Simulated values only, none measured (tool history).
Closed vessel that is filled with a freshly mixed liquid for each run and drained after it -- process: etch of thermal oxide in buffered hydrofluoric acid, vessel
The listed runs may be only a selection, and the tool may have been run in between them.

run,hour,temperature setpoint of the liquid (°C),parts of 40 % ammonium fluoride to one part of 49 % hydrofluoric acid (parts by volume),time in the liquid (s),thickness taken off the thermal oxide on a monitor wafer (angstrom)
1,0.0,20.0,15.5,30,183.53
2,5.0,20.0,17.0,30,168.55
3,6.5,20.0,20.0,30,142.21
4,15.0,20.0,23.0,30,130.40
5,18.9,21.5,22.5,30,143.62
6,26.9,23.0,22.5,30,156.02
7,32.1,24.0,22.5,30,164.36
8,35.8,25.0,22.5,30,175.55
9,42.5,25.5,22.5,30,178.37
10,43.7,26.0,22.5,30,183.48

Estimate the outcome of run 11 from the log above:
11,44.6,26.5,22.5,30,?

Logged for run 11: thickness taken off the thermal oxide on a monitor wafer (angstrom) 190.39.
